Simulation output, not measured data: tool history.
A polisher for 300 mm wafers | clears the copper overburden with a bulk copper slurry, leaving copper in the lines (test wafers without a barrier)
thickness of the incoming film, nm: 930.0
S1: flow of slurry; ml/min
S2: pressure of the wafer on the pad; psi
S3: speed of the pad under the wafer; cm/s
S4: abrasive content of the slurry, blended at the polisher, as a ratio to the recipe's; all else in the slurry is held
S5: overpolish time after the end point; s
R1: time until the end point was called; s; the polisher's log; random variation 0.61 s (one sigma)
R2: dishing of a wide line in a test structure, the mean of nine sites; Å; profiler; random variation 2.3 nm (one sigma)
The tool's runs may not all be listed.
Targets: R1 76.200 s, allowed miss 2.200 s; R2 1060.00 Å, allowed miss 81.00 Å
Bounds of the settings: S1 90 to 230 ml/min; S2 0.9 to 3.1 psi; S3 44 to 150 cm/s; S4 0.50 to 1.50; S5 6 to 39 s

run	hour	S1	S2	S3	S4	S5	R1	R2
1	0.0	150	2.0	96	1.00	20	136.830	632.88
2	2.6	115	2.0	96	1.00	20	147.480	606.96
3	3.2	130	2.2	96	1.00	21	127.770	697.42
4	5.1	145	2.3	96	1.00	21	122.500	727.82
5	7.3	145	2.3	76	1.00	21	153.630	653.06
6	8.2	145	2.3	76	1.00	24	152.960	689.91
7	13.0	155	2.5	80	1.00	23	133.580	710.34
8	19.2	160	2.6	84	1.00	24	121.070	804.58
9	28.2	165	2.7	88	1.00	24	111.740	846.12
10	33.9	170	2.8	92	1.00	24	104.080	898.26
# hour 37.1: worn pad replaced by a new one
11	37.1	170	2.9	96	1.00	24	83.053	973.07
12	39.0	170	3.0	96	1.00	25	82.106	1037.30
13	43.6	170	3.0	96	1.00	25	81.384	1049.80
14	51.0	165	3.1	96	1.00	24	80.851	1041.30
15	59.3	170	3.1	96	1.00	24	79.498	1044.80

Which of these 4 next moves meets every target?
A	67.6	165	3.1	106	0.75	24	?	?
B	67.6	230	3.1	92	0.90	16	?	?
C	67.6	145	2.8	114	1.05	16	?	?
D	67.6	180	2.9	112	1.00	20	?	?

move	R1	R2
A	77.232	1030.40
B	81.481	814.39
C	75.603	836.34
D	72.433	964.11
A: meets every target
B: further off than the last run
C: brings the result that was furthest off to its target, and leaves another outside
D: takes the result that was furthest off past its target
Move A is the one to make.

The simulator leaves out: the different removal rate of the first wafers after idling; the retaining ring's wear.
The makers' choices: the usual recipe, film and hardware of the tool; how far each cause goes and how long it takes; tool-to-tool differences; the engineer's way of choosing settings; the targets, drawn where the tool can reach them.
